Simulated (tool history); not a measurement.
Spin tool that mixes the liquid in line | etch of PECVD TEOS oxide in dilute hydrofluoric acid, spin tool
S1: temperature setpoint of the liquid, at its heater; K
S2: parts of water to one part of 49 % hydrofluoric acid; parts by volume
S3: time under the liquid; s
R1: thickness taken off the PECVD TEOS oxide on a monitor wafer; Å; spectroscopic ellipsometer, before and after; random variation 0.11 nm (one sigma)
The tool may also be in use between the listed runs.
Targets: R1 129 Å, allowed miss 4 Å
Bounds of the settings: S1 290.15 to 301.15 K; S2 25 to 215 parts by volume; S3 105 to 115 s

run 1 hour=0 | S1=293.15 S2=120 S3=105 | R1=209.68
run 2 hour=2.9 | S1=293.15 S2=120 S3=105 | R1=210.11
run 3 hour=8 | S1=292.15 S2=130 S3=105 | R1=184.77
run 4 hour=15.3 | S1=291.65 S2=140 S3=105 | R1=164.24
run 5 hour=22.6 | S1=291.65 S2=140 S3=115 | R1=180.17
run 6 hour=29.6 | S1=294.15 S2=140 S3=115 | R1=198.61
run 7 hour=37.7 | S1=293.15 S2=150 S3=115 | R1=177.53
run 8 hour=38.7 | S1=292.15 S2=155 S3=115 | R1=161.51
run 9 hour=41.3 | S1=292.15 S2=155 S3=115 | R1=162.54
run 10 hour=42.2 | S1=291.65 S2=160 S3=115 | R1=155.69
run 11 hour=47.8 | S1=291.15 S2=165 S3=115 | R1=147.83
run 12 hour=53 | S1=291.15 S2=170 S3=115 | R1=139.85
run 13 hour=58.2 | S1=290.65 S2=175 S3=115 | R1=134.18

5 next moves are on the table. One of them brings every result within its allowed miss. Which?
run A hour=63.4 | S1=290.15 S2=165 S3=115 | R1=?
run B hour=63.4 | S1=291.15 S2=165 S3=110 | R1=?
run C hour=63.4 | S1=290.15 S2=170 S3=110 | R1=?
run D hour=63.4 | S1=292.65 S2=180 S3=115 | R1=?
run E hour=63.4 | S1=290.15 S2=145 S3=105 | R1=?

move=A R1=141.5
move=B R1=140.94
move=C R1=130.75
move=D R1=141.27
move=E R1=149.88
A: further off than the last run
B: further off than the last run
C: meets every target
D: further off than the last run
E: further off than the last run
The right move is C.
